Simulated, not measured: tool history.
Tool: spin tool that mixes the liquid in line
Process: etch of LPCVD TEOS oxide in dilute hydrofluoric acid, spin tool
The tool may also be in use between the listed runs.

run  hour  temperature setpoint of the liquid (K)  parts of water to one part of 49 % hydrofluoric acid (parts by volume)  time under the liquid (s)  thickness taken off the LPCVD TEOS oxide on a monitor wafer (Å)
  1   0.0                                  299.15                                                                     210                        310                                                           728.64
  2   1.6                                  301.15                                                                     210                        310                                                           781.23
  3   4.6                                  304.65                                                                     210                        310                                                           885.42
  4  11.8                                  303.15                                                                     210                        310                                                           836.05
  5  17.6                                  306.65                                                                     210                        310                                                           947.63
  6  21.4                                  304.15                                                                     210                        310                                                           863.33
  7  23.0                                  304.15                                                                     210                        310                                                           869.65
  8  30.7                                  302.65                                                                     210                        310                                                           823.66

Run 9 comes next. What will it give?
  9  34.5                                  301.15                                                                     210                        310                                                                ?

Run 9 gave thickness taken off the LPCVD TEOS oxide on a monitor wafer (Å) 787.23.
